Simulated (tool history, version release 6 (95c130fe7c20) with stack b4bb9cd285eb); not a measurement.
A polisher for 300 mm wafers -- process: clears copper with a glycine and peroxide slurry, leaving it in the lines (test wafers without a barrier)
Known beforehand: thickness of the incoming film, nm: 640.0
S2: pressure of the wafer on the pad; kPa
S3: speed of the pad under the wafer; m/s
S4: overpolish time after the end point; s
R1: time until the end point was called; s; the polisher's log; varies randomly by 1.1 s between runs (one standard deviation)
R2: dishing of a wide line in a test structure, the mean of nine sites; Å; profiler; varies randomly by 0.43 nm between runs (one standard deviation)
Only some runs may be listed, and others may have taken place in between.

{"run": 1, "hour": 0.0, "flow of slurry (ml/min)": 260, "S2": 24.1, "S3": 1.02, "S4": 17, "R1": 99.345, "R2": 685.43}
{"run": 2, "hour": 1.8, "flow of slurry (ml/min)": 220, "S2": 24.1, "S3": 1.02, "S4": 17, "R1": 100.64, "R2": 657.3}
{"run": 3, "hour": 4.1, "flow of slurry (ml/min)": 220, "S2": 29.0, "S3": 1.02, "S4": 17, "R1": 86.41, "R2": 738.94}
{"run": 4, "hour": 13.0, "flow of slurry (ml/min)": 225, "S2": 27.6, "S3": 1.02, "S4": 16, "R1": 89.868, "R2": 693.72}
{"run": 5, "hour": 17.5, "flow of slurry (ml/min)": 225, "S2": 26.2, "S3": 1.02, "S4": 15, "R1": 95.015, "R2": 642.25}
{"run": 6, "hour": 24.5, "flow of slurry (ml/min)": 225, "S2": 20.7, "S3": 1.02, "S4": 15, "R1": 116.44, "R2": 544.28}
{"run": 7, "hour": 25.7, "flow of slurry (ml/min)": 225, "S2": 20.7, "S3": 1.02, "S4": 14, "R1": 113.55, "R2": 513.79}

What will run 8 give?
{"run": 8, "hour": 29.3, "flow of slurry (ml/min)": 235, "S2": 17.9, "S3": 1.04, "S4": 9, "R1": "?", "R2": "?"}

Run 8 measured R1 122.850 s, R2 325.61 Å.
